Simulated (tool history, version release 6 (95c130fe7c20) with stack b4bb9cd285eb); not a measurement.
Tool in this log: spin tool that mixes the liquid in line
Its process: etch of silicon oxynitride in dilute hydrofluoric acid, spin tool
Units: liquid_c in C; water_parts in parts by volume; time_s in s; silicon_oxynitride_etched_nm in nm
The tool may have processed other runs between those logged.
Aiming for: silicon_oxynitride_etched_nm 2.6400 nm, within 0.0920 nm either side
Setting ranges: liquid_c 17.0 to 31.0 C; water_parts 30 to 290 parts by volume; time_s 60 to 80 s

run,hour,liquid_c,water_parts,time_s,silicon_oxynitride_etched_nm
1,0.0,23.0,160,80,2.4514
2,2.3,20.0,160,80,2.1300
3,7.0,20.5,160,80,2.2329
4,11.4,21.0,160,80,2.2441
# hour 13.1: hydrofluoric acid flow meter replaced
5,13.1,21.5,160,80,2.0760
6,19.4,19.0,160,80,1.8183
7,22.7,19.5,160,80,1.8770
8,24.5,19.5,160,80,1.9104
9,31.2,20.0,160,80,1.9365
10,32.1,20.5,160,80,1.9626

Next run, 5 choices. One meets every target within its allowed miss, the rest don't. Which?
A,33.0,20.0,120,80,?
B,33.0,19.5,95,80,?
C,33.0,17.0,160,60,?
D,33.0,20.0,110,80,?
E,33.0,24.0,155,80,?

move,silicon_oxynitride_etched_nm
A,2.6581
B,3.3354
C,1.2588
D,2.9205
E,2.4199
A: in spec on every target
B: the result that was furthest off in the last run now lies on the other side of its target
C: further off than the last run
D: the result that was furthest off in the last run now lies on the other side of its target
E: nearer than the last run, and not there yet
Answer: A
